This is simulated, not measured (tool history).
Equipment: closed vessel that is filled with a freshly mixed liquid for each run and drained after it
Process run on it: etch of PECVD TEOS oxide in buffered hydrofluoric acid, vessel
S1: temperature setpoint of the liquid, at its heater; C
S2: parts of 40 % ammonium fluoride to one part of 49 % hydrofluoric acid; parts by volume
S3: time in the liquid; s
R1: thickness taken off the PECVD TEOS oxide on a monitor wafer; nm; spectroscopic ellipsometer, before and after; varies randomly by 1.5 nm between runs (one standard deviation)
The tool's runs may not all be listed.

run	hour	S1	S2	S3	R1
1	0.0	20.0	21.0	85	90.303
2	0.7	22.0	21.0	85	99.426
3	9.0	23.0	20.0	85	109.080
4	12.8	23.0	20.0	85	108.830
5	17.8	23.0	20.0	95	121.290
6	22.8	24.0	19.5	95	132.230
7	30.4	25.0	19.5	95	140.620
8	34.3	25.5	19.5	95	146.530
9	36.9	26.0	19.5	95	146.800
10	45.5	26.5	19.5	95	150.510

Expected results for the next run?
11	53.7	27.0	19.5	95	?

R1: 155.530 nm
